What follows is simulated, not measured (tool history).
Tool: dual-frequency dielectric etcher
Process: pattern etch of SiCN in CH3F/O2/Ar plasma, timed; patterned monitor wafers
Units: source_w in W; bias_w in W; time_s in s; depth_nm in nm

{"run": 1, "hour": 0.0, "source_w": 290, "bias_w": 75, "time_s": 48.5, "depth_nm": 15.822}
{"run": 2, "hour": 3.2, "source_w": 290, "bias_w": 67, "time_s": 48.5, "depth_nm": 15.343}
{"run": 3, "hour": 9.4, "source_w": 310, "bias_w": 69, "time_s": 48.5, "depth_nm": 16.036}
{"run": 4, "hour": 14.5, "source_w": 320, "bias_w": 70, "time_s": 48.5, "depth_nm": 16.21}
{"run": 5, "hour": 20.3, "source_w": 330, "bias_w": 71, "time_s": 48.5, "depth_nm": 16.471}
{"run": 6, "hour": 26.0, "source_w": 330, "bias_w": 71, "time_s": 44.5, "depth_nm": 15.339}
{"run": 7, "hour": 35.0, "source_w": 340, "bias_w": 75, "time_s": 45, "depth_nm": 15.941}
{"run": 8, "hour": 39.7, "source_w": 350, "bias_w": 78, "time_s": 45.5, "depth_nm": 16.751}

The next listed run, before its measurement:
{"run": 9, "hour": 41.7, "source_w": 360, "bias_w": 79, "time_s": 45.5, "depth_nm": "?"}

{"run 9": {"depth_nm": 16.933}}

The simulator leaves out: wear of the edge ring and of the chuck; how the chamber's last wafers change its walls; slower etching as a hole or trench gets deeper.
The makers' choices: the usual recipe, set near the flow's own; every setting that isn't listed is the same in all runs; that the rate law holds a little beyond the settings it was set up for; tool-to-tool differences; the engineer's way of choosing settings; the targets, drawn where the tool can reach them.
